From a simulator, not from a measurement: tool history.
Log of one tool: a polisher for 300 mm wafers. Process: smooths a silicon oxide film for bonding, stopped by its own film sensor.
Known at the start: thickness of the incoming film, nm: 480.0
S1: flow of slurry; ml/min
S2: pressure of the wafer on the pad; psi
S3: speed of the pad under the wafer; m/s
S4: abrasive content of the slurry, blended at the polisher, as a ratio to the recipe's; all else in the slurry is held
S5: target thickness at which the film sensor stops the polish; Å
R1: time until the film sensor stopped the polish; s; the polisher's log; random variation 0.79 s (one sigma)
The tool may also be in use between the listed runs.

run	day	S1	S2	S3	S4	S5	R1
1	0	295	2.4	0.88	1	4430	45.393
2	0.1	240	2.4	0.88	1	4430	45.794
3	0.275	240	2.9	0.88	1	4430	38.691
4	0.512	240	2.3	0.78	1	4430	52.133
5	0.658	240	2.3	0.78	1.1	4430	50.223
6	0.988	240	1.9	0.7	1.1	4430	66.213
7	1.312	240	1.9	0.7	1.1	4430	66.21
8	1.354	240	1.6	0.7	1.1	4430	77.621

Forecast run 9:
9	1.388	240	1.5	0.7	1.1	4430	?

{"run 9": {"R1": 82.724}}

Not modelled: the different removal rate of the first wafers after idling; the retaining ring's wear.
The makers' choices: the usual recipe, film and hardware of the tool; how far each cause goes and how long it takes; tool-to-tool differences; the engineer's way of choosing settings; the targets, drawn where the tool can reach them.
